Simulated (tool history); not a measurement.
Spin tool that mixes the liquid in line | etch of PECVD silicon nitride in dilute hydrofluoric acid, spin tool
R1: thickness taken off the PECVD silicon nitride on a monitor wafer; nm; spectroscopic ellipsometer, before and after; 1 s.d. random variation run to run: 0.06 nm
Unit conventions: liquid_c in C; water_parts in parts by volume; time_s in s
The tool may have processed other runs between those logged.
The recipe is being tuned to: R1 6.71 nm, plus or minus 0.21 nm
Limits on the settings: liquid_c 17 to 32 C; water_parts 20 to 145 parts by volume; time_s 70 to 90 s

{"run": 1, "hour": 0.0, "liquid_c": 24, "water_parts": 80, "time_s": 90, "R1": 2.2079}
{"run": 2, "hour": 2.3, "liquid_c": 26.5, "water_parts": 65, "time_s": 90, "R1": 3.2304}
{"run": 3, "hour": 5.6, "liquid_c": 26.5, "water_parts": 65, "time_s": 90, "R1": 3.2158}
{"run": 4, "hour": 9.2, "liquid_c": 26.5, "water_parts": 65, "time_s": 70, "R1": 2.5066}
{"run": 5, "hour": 17.2, "liquid_c": 26.5, "water_parts": 35, "time_s": 70, "R1": 4.5521}
{"run": 6, "hour": 19.1, "liquid_c": 28, "water_parts": 30, "time_s": 70, "R1": 5.8866}
{"run": 7, "hour": 23.3, "liquid_c": 28.5, "water_parts": 30, "time_s": 70, "R1": 6.0348}
{"run": 8, "hour": 28.9, "liquid_c": 28.5, "water_parts": 30, "time_s": 70, "R1": 6.1316}
{"run": 9, "hour": 31.4, "liquid_c": 29, "water_parts": 30, "time_s": 70, "R1": 6.2921}

Next run, 5 choices. One meets every target within its allowed miss, the rest don't. Which?
{"run": "A", "hour": 33.9, "liquid_c": 31.5, "water_parts": 40, "time_s": 90, "R1": "?"}
{"run": "B", "hour": 33.9, "liquid_c": 30, "water_parts": 30, "time_s": 70, "R1": "?"}
{"run": "C", "hour": 33.9, "liquid_c": 28, "water_parts": 30, "time_s": 85, "R1": "?"}
{"run": "D", "hour": 33.9, "liquid_c": 27.5, "water_parts": 30, "time_s": 90, "R1": "?"}
{"run": "E", "hour": 33.9, "liquid_c": 29, "water_parts": 35, "time_s": 75, "R1": "?"}

move=A R1=7.173
move=B R1=6.7247
move=C R1=7.1719
move=D R1=7.3492
move=E R1=5.8092
A: the result that was furthest off in the last run now lies on the other side of its target
B: each result inside its tolerance
C: the result that was furthest off in the last run now lies on the other side of its target
D: the result that was furthest off in the last run now lies on the other side of its target
E: its largest miss is bigger than the last run's
So the answer is move B, the one that meets all the targets.
